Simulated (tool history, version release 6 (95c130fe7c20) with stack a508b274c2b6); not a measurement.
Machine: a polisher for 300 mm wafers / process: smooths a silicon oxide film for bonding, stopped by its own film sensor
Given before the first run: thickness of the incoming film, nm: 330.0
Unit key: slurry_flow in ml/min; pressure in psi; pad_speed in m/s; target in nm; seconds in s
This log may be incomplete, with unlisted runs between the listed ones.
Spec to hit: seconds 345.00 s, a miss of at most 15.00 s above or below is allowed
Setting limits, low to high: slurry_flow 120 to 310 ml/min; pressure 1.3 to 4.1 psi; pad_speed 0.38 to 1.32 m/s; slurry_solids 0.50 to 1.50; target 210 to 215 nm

run,hour,slurry_flow,pressure,pad_speed,slurry_solids,target,seconds
1,0.0,200,2.7,0.84,1.00,215,143.17
2,0.8,200,2.7,0.84,1.00,210,144.74
3,1.7,200,2.5,0.78,1.00,210,166.71
4,9.6,200,2.3,0.72,1.00,210,187.25
5,10.5,200,2.1,0.66,1.00,210,210.07
6,12.3,230,2.1,0.66,1.00,210,214.69
7,16.2,230,2.1,0.66,1.00,210,214.23
8,20.4,230,2.0,0.62,1.00,210,226.07
9,26.5,230,1.9,0.58,1.00,210,245.39
10,34.4,225,1.3,0.46,1.00,210,380.37
11,38.9,230,1.4,0.46,1.00,210,364.16

Which single option among these 4 for the next run brings every result within its allowed miss of target? Just one does.
A,43.4,200,1.5,0.42,0.90,215,?
B,43.4,210,1.4,0.54,0.90,210,?
C,43.4,230,1.5,0.38,1.10,210,?
D,43.4,285,1.6,0.38,1.05,212,?

move,seconds
A,388.96
B,344.07
C,395.47
D,373.09
A: its largest miss is bigger than the last run's
B: meets every target
C: its largest miss is bigger than the last run's
D: its largest miss is bigger than the last run's
The right move is B.
